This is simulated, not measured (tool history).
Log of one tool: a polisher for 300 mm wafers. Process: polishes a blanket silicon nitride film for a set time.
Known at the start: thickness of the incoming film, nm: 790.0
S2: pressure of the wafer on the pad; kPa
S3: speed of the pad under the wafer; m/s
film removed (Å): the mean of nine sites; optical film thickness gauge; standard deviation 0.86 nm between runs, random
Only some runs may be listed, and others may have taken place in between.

Run 1, hour 0.0: flow of slurry (ml/min) 160, S2 22.8 kPa, S3 1.26 m/s, polishing time (s) 46. Result: film removed (Å) 761.92.
Run 2, hour 2.3: flow of slurry (ml/min) 185, S2 22.8 kPa, S3 1.26 m/s, polishing time (s) 46. Result: film removed (Å) 775.48.
Run 3, hour 7.5: flow of slurry (ml/min) 185, S2 22.8 kPa, S3 0.96 m/s, polishing time (s) 46. Result: film removed (Å) 669.54.
Run 4, hour 14.3: flow of slurry (ml/min) 155, S2 22.8 kPa, S3 0.96 m/s, polishing time (s) 46. Result: film removed (Å) 639.34.
Run 5, hour 20.0: flow of slurry (ml/min) 165, S2 24.8 kPa, S3 0.96 m/s, polishing time (s) 46. Result: film removed (Å) 694.85.
Run 6, hour 21.4: flow of slurry (ml/min) 185, S2 24.8 kPa, S3 0.96 m/s, polishing time (s) 46. Result: film removed (Å) 712.28.

Estimate the outcome of run 7 from the log above:
Run 7, hour 29.7: flow of slurry (ml/min) 190, S2 26.2 kPa, S3 0.96 m/s, polishing time (s) 46. Result: film removed (Å) ?.

Run 7 produced film removed (Å) 744.24.

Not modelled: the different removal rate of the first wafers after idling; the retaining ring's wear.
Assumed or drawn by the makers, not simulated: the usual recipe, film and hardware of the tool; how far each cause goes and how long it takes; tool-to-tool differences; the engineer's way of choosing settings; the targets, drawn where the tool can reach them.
